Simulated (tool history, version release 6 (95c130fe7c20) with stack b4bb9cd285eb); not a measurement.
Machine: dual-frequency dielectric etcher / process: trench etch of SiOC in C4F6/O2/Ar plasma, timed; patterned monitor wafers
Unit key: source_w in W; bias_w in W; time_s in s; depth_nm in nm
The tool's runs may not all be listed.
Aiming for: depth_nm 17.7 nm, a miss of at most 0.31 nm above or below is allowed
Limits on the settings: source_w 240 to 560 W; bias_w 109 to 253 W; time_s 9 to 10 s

| run | hour | source_w | bias_w | time_s | depth_nm |
|---|---|---|---|---|---|
| 1 | 0 | 400 | 181 | 10 | 22.553 |
| 2 | 5.9 | 460 | 181 | 10 | 23.776 |
| 3 | 12 | 510 | 181 | 10 | 24.78 |
| 4 | 14.4 | 510 | 181 | 9 | 22.303 |
| 5 | 23.2 | 560 | 181 | 9 | 22.972 |
| 6 | 26.4 | 500 | 181 | 9 | 22.004 |
| 7 | 34.1 | 470 | 175 | 9 | 21.281 |
| 8 | 40.5 | 440 | 172 | 9 | 20.749 |
| 9 | 47.5 | 420 | 170 | 9 | 20.214 |
| 10 | 49.6 | 340 | 160 | 9 | 18.191 |

Below are 5 possible settings for the next run. Only one of them brings all results inside the allowed miss of their targets. Which is it?
| A | 51.7 | 290 | 188 | 9 | ? |
| B | 51.7 | 390 | 115 | 9.5 | ? |
| C | 51.7 | 330 | 162 | 9 | ? |
| D | 51.7 | 330 | 136 | 10 | ? |
| E | 51.7 | 330 | 142 | 9.5 | ? |

| move | depth_nm |
|---|---|
| A | 18.504 |
| B | 17.881 |
| C | 18.245 |
| D | 18.916 |
| E | 18.28 |
A: misses by more than the last run did
B: each result inside its tolerance
C: misses by more than the last run did
D: misses by more than the last run did
E: misses by more than the last run did
Go with B: it meets all targets.
